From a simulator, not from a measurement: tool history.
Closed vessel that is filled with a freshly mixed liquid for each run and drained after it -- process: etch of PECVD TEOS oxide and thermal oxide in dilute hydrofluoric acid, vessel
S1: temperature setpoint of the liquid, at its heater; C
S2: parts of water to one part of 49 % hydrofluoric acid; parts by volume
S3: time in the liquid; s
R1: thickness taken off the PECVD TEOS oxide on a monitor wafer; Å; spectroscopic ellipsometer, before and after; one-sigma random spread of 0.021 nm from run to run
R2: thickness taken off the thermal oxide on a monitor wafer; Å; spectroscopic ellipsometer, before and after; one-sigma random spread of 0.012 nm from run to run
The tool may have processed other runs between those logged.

{"run": 1, "hour": 0.0, "S1": 20.0, "S2": 115, "S3": 70, "R1": 64.029, "R2": 22.208}
{"run": 2, "hour": 3.6, "S1": 20.0, "S2": 115, "S3": 90, "R1": 82.335, "R2": 29.235}
{"run": 3, "hour": 7.8, "S1": 19.5, "S2": 135, "S3": 90, "R1": 67.433, "R2": 23.57}
{"run": 4, "hour": 9.0, "S1": 22.5, "S2": 135, "S3": 90, "R1": 75.374, "R2": 26.329}
{"run": 5, "hour": 17.8, "S1": 22.5, "S2": 110, "S3": 90, "R1": 95.521, "R2": 33.38}
{"run": 6, "hour": 18.8, "S1": 24.5, "S2": 110, "S3": 90, "R1": 103.59, "R2": 36.03}
{"run": 7, "hour": 19.8, "S1": 22.5, "S2": 130, "S3": 90, "R1": 79.502, "R2": 27.662}
{"run": 8, "hour": 25.4, "S1": 21.0, "S2": 145, "S3": 90, "R1": 65.511, "R2": 22.874}
{"run": 9, "hour": 32.0, "S1": 20.0, "S2": 160, "S3": 90, "R1": 56.004, "R2": 19.253}
{"run": 10, "hour": 36.3, "S1": 19.0, "S2": 170, "S3": 90, "R1": 50.172, "R2": 17.82}
{"run": 11, "hour": 43.7, "S1": 18.5, "S2": 180, "S3": 90, "R1": 46.272, "R2": 16.127}
{"run": 12, "hour": 51.1, "S1": 18.0, "S2": 185, "S3": 90, "R1": 43.673, "R2": 15.568}
{"run": 13, "hour": 58.6, "S1": 18.0, "S2": 190, "S3": 90, "R1": 41.806, "R2": 14.857}

What does the tool deliver on the next run?
{"run": 14, "hour": 66.4, "S1": 18.0, "S2": 195, "S3": 90, "R1": "?", "R2": "?"}

Run 14 measured R1 40.991 Å, R2 14.556 Å.
